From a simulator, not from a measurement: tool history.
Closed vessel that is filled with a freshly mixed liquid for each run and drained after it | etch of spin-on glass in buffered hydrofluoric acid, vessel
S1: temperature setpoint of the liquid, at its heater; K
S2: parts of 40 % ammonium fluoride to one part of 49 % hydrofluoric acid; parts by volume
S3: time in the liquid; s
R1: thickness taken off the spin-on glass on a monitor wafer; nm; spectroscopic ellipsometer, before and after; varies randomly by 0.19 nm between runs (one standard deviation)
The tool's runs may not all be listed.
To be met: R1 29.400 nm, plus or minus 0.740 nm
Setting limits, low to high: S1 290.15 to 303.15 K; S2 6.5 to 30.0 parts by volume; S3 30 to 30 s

{"run": 1, "day": 0.0, "S1": 295.15, "S2": 18.5, "S3": 30, "R1": 47.677}
{"run": 2, "day": 0.329, "S1": 294.65, "S2": 19.0, "S3": 30, "R1": 45.46}
{"run": 3, "day": 0.675, "S1": 294.65, "S2": 23.0, "S3": 30, "R1": 38.837}
{"run": 4, "day": 0.858, "S1": 294.65, "S2": 23.0, "S3": 30, "R1": 38.892}
{"run": 5, "day": 0.954, "S1": 294.15, "S2": 23.0, "S3": 30, "R1": 38.235}
{"run": 6, "day": 1.129, "S1": 293.65, "S2": 23.0, "S3": 30, "R1": 36.798}
{"run": 7, "day": 1.442, "S1": 293.65, "S2": 23.0, "S3": 30, "R1": 36.833}
{"run": 8, "day": 1.5, "S1": 293.15, "S2": 23.0, "S3": 30, "R1": 36.444}
{"run": 9, "day": 1.871, "S1": 292.65, "S2": 23.0, "S3": 30, "R1": 34.758}
{"run": 10, "day": 1.958, "S1": 292.15, "S2": 23.0, "S3": 30, "R1": 34.044}
{"run": 11, "day": 2.092, "S1": 291.15, "S2": 23.5, "S3": 30, "R1": 31.594}
{"run": 12, "day": 2.425, "S1": 290.65, "S2": 24.0, "S3": 30, "R1": 29.993}

4 next moves are on the table. One of them brings every result within its allowed miss. Which?
{"run": "A", "day": 2.758, "S1": 290.15, "S2": 24.0, "S3": 30, "R1": "?"}
{"run": "B", "day": 2.758, "S1": 291.65, "S2": 25.0, "S3": 30, "R1": "?"}
{"run": "C", "day": 2.758, "S1": 292.65, "S2": 26.0, "S3": 30, "R1": "?"}
{"run": "D", "day": 2.758, "S1": 290.15, "S2": 22.0, "S3": 30, "R1": "?"}

move=A R1=29.845
move=B R1=31.606
move=C R1=32.553
move=D R1=31.697
A: meets every target
B: lands further from the targets than the last run did
C: lands further from the targets than the last run did
D: lands further from the targets than the last run did
Move A is the one to make.
